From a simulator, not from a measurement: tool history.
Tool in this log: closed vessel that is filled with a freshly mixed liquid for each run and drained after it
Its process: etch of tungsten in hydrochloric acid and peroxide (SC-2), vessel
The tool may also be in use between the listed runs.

| run | hour | temperature setpoint of the liquid (K) | parts of water to one part each of 37 % hydrochloric acid and 30 % peroxide (parts by volume) | time in the liquid (s) | thickness taken off the tungsten on a monitor wafer (Å) |
|---|---|---|---|---|---|
| 1 | 0 | 325.15 | 5.5 | 195 | 675.13 |
| 2 | 5.7 | 325.15 | 5.5 | 195 | 683.82 |
| 3 | 10.3 | 324.65 | 5.5 | 195 | 660.18 |
| 4 | 15.6 | 318.65 | 5.5 | 195 | 435.53 |
|  | 21.3 | thermometer replaced |
| 5 | 21.3 | 324.65 | 5.5 | 195 | 581.25 |
| 6 | 26.4 | 324.65 | 5.5 | 210 | 625.89 |

Run 7, settings as shown, results not yet in. Your forecast:
| 7 | 32.5 | 324.15 | 5.5 | 210 | ? |

{"run 7": {"thickness taken off the tungsten on a monitor wafer (Å)": 608.12}}

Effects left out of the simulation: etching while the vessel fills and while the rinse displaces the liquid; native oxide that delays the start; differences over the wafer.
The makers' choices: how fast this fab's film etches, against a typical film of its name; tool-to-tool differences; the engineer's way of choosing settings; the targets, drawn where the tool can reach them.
